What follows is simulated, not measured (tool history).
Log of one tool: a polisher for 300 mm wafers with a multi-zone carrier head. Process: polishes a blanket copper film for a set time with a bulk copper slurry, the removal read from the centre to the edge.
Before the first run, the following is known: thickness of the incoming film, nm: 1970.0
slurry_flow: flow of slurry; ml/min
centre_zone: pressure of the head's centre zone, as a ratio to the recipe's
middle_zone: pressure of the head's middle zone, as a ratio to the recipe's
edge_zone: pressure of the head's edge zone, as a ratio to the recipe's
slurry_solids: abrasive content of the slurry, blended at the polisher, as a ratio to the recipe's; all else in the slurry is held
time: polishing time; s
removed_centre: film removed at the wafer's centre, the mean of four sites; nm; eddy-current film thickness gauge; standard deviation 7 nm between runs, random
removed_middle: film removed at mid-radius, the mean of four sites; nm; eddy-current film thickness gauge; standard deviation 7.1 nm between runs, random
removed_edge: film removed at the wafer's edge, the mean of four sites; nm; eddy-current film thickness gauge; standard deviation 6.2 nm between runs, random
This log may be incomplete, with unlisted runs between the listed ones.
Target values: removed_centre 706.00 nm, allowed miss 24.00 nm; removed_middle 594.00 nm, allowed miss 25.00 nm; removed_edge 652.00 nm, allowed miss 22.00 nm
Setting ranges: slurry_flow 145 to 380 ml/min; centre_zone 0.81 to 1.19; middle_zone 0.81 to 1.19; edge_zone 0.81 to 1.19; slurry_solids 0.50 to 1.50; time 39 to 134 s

{"run": 1, "hour": 0.0, "slurry_flow": 245, "centre_zone": 1.0, "middle_zone": 1.0, "edge_zone": 1.0, "slurry_solids": 1.0, "time": 86, "removed_centre": 535.63, "removed_middle": 527.92, "removed_edge": 490.17}
{"run": 2, "hour": 7.3, "slurry_flow": 245, "centre_zone": 1.08, "middle_zone": 1.0, "edge_zone": 1.0, "slurry_solids": 1.0, "time": 86, "removed_centre": 577.03, "removed_middle": 540.59, "removed_edge": 487.72}
{"run": 3, "hour": 15.3, "slurry_flow": 250, "centre_zone": 1.08, "middle_zone": 0.96, "edge_zone": 1.05, "slurry_solids": 1.15, "time": 89, "removed_centre": 618.42, "removed_middle": 552.73, "removed_edge": 534.39}
{"run": 4, "hour": 15.8, "slurry_flow": 250, "centre_zone": 1.02, "middle_zone": 0.96, "edge_zone": 1.05, "slurry_solids": 1.15, "time": 89, "removed_centre": 588.45, "removed_middle": 558.6, "removed_edge": 537.96}
{"run": 5, "hour": 22.7, "slurry_flow": 255, "centre_zone": 1.03, "middle_zone": 0.93, "edge_zone": 1.09, "slurry_solids": 1.25, "time": 90, "removed_centre": 613.22, "removed_middle": 570.13, "removed_edge": 554.98}
{"run": 6, "hour": 28.4, "slurry_flow": 255, "centre_zone": 1.03, "middle_zone": 0.93, "edge_zone": 1.09, "slurry_solids": 1.45, "time": 90, "removed_centre": 656.01, "removed_middle": 590.91, "removed_edge": 592.79}
{"run": 7, "hour": 34.4, "slurry_flow": 255, "centre_zone": 1.03, "middle_zone": 0.9, "edge_zone": 1.12, "slurry_solids": 1.45, "time": 92, "removed_centre": 645.26, "removed_middle": 588.79, "removed_edge": 610.0}
{"run": 8, "hour": 42.8, "slurry_flow": 265, "centre_zone": 1.05, "middle_zone": 0.89, "edge_zone": 1.14, "slurry_solids": 1.45, "time": 93, "removed_centre": 683.38, "removed_middle": 601.38, "removed_edge": 623.3}
{"hour": 47.7, "done": "edge zone pressure recalibrated"}
{"run": 9, "hour": 47.7, "slurry_flow": 265, "centre_zone": 1.05, "middle_zone": 0.87, "edge_zone": 1.15, "slurry_solids": 1.45, "time": 94, "removed_centre": 681.17, "removed_middle": 593.53, "removed_edge": 667.12}

Which of these 5 next moves meets every target?
{"run": "A", "hour": 52.6, "slurry_flow": 200, "centre_zone": 1.11, "middle_zone": 0.91, "edge_zone": 1.12, "slurry_solids": 1.35, "time": 97, "removed_centre": "?", "removed_middle": "?", "removed_edge": "?"}
{"run": "B", "hour": 52.6, "slurry_flow": 260, "centre_zone": 1.0, "middle_zone": 0.9, "edge_zone": 1.14, "slurry_solids": 1.4, "time": 94, "removed_centre": "?", "removed_middle": "?", "removed_edge": "?"}
{"run": "C", "hour": 52.6, "slurry_flow": 235, "centre_zone": 1.09, "middle_zone": 0.85, "edge_zone": 1.12, "slurry_solids": 1.5, "time": 99, "removed_centre": "?", "removed_middle": "?", "removed_edge": "?"}
{"run": "D", "hour": 52.6, "slurry_flow": 290, "centre_zone": 1.0, "middle_zone": 0.88, "edge_zone": 1.16, "slurry_solids": 1.35, "time": 94, "removed_centre": "?", "removed_middle": "?", "removed_edge": "?"}
{"run": "E", "hour": 52.6, "slurry_flow": 260, "centre_zone": 0.97, "middle_zone": 0.88, "edge_zone": 1.07, "slurry_solids": 1.4, "time": 96, "removed_centre": "?", "removed_middle": "?", "removed_edge": "?"}

move=A removed_centre=695.70 removed_middle=589.49 removed_edge=649.03
move=B removed_centre=643.67 removed_middle=594.41 removed_edge=660.00
move=C removed_centre=739.53 removed_middle=601.26 removed_edge=696.53
move=D removed_centre=645.53 removed_middle=584.43 removed_edge=665.28
move=E removed_centre=638.66 removed_middle=596.01 removed_edge=652.91
A: meets every target
B: the biggest miss grows against the last run
C: takes the biggest miss from the last run beyond its target
D: the biggest miss grows against the last run
E: the biggest miss grows against the last run
Correct choice: A, which meets every target
